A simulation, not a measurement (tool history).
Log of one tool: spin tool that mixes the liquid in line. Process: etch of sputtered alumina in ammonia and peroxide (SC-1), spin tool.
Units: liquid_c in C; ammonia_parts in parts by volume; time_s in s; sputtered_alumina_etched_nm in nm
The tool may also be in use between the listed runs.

Run 1, day 0.000: liquid_c 49.0 C, ammonia_parts 0.55 parts by volume, time_s 50 s. Result: sputtered_alumina_etched_nm 3.5502 nm.
Run 2, day 0.162: liquid_c 48.5 C, ammonia_parts 0.55 parts by volume, time_s 50 s. Result: sputtered_alumina_etched_nm 3.4687 nm.
Run 3, day 0.462: liquid_c 42.0 C, ammonia_parts 0.55 parts by volume, time_s 50 s. Result: sputtered_alumina_etched_nm 2.4016 nm.
Run 4, day 0.754: liquid_c 42.0 C, ammonia_parts 0.55 parts by volume, time_s 50 s. Result: sputtered_alumina_etched_nm 2.4151 nm.
Run 5, day 1.100: liquid_c 42.0 C, ammonia_parts 0.75 parts by volume, time_s 50 s. Result: sputtered_alumina_etched_nm 2.4835 nm.
Run 6, day 1.400: liquid_c 39.0 C, ammonia_parts 0.75 parts by volume, time_s 50 s. Result: sputtered_alumina_etched_nm 2.1035 nm.
At day 1.658: thermometer replaced.
Run 7, day 1.658: liquid_c 39.5 C, ammonia_parts 0.75 parts by volume, time_s 50 s. Result: sputtered_alumina_etched_nm 1.9494 nm.
Run 8, day 1.708: liquid_c 40.0 C, ammonia_parts 0.75 parts by volume, time_s 50 s. Result: sputtered_alumina_etched_nm 2.0050 nm.
Run 9, day 1.754: liquid_c 40.5 C, ammonia_parts 0.75 parts by volume, time_s 50 s. Result: sputtered_alumina_etched_nm 2.0724 nm.

Run 10 comes next. What will it give?
Run 10, day 2.071: liquid_c 41.0 C, ammonia_parts 0.75 parts by volume, time_s 50 s. Result: sputtered_alumina_etched_nm ?.

sputtered_alumina_etched_nm: 2.1267 nm

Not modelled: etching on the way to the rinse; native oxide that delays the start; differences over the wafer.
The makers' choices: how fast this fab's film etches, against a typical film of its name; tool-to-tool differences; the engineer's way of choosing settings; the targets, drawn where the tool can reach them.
